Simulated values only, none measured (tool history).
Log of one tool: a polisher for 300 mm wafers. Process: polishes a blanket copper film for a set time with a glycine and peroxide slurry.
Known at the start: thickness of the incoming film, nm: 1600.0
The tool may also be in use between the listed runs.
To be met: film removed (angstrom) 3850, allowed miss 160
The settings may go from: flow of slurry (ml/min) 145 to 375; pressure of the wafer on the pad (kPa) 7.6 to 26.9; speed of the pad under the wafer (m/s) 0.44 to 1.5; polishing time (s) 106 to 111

run,hour,flow of slurry (ml/min),pressure of the wafer on the pad (kPa),speed of the pad under the wafer (m/s),polishing time (s),film removed (angstrom)
1,0,240,17.2,0.96,106,5795.7
2,8.8,240,14.5,0.94,106,5073.2
3,11.2,240,14.5,0.82,106,4531.8
4,11.8,200,14.5,0.82,106,4450.8
5,18.4,145,14.5,0.82,106,4338
6,26.8,145,14.5,0.82,111,4538.1
7,31.2,145,13.1,0.82,111,4238.3
8,40,145,12.4,0.82,111,4048.7
9,42.8,145,11.7,0.82,111,4020.7

Which of these 4 next moves meets every target?
A,45.6,145,11.7,0.64,111,?
B,45.6,155,11,0.78,111,?
C,45.6,165,11.7,0.68,107,?
D,45.6,145,11.7,0.9,108,?

move,film removed (angstrom)
A,3388.9
B,3817
C,3471.2
D,4198
A: takes the result that was furthest off past its target
B: meets every target
C: takes the result that was furthest off past its target
D: further off than the last run
The right move is B.
